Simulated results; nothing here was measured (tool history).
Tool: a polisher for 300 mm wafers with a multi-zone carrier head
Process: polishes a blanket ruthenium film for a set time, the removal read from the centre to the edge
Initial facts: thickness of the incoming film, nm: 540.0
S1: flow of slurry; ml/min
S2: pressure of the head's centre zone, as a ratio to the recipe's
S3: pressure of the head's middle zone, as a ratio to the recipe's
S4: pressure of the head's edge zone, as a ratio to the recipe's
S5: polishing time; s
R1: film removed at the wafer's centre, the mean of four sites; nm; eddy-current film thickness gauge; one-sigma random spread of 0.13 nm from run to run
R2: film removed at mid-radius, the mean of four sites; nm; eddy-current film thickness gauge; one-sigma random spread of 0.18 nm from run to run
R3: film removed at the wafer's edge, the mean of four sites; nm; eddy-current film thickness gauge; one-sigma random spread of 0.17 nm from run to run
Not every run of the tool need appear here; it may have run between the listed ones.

{"run": 1, "hour": 0.0, "S1": 135, "S2": 1.0, "S3": 1.0, "S4": 1.0, "S5": 46, "R1": 40.043, "R2": 39.056, "R3": 41.345}
{"run": 2, "hour": 2.2, "S1": 130, "S2": 0.97, "S3": 1.0, "S4": 0.96, "S5": 41, "R1": 34.613, "R2": 34.947, "R3": 35.953}
{"run": 3, "hour": 7.9, "S1": 125, "S2": 0.94, "S3": 0.99, "S4": 0.93, "S5": 37, "R1": 29.858, "R2": 31.284, "R3": 31.727}
{"run": 4, "hour": 11.9, "S1": 125, "S2": 1.02, "S3": 0.99, "S4": 0.93, "S5": 37, "R1": 32.529, "R2": 31.129, "R3": 31.495}
{"run": 5, "hour": 15.1, "S1": 120, "S2": 0.99, "S3": 0.98, "S4": 0.91, "S5": 34, "R1": 28.512, "R2": 28.345, "R3": 28.902}
{"run": 6, "hour": 21.8, "S1": 120, "S2": 0.96, "S3": 0.98, "S4": 0.91, "S5": 34, "R1": 27.796, "R2": 28.05, "R3": 28.707}
{"run": 7, "hour": 27.5, "S1": 115, "S2": 0.94, "S3": 0.98, "S4": 0.89, "S5": 32, "R1": 24.996, "R2": 25.961, "R3": 26.86}

Predict the results of run 8:
{"run": 8, "hour": 33.7, "S1": 110, "S2": 0.93, "S3": 0.99, "S4": 0.87, "S5": 31, "R1": "?", "R2": "?", "R3": "?"}

R1: 23.760 nm
R2: 25.175 nm
R3: 25.187 nm
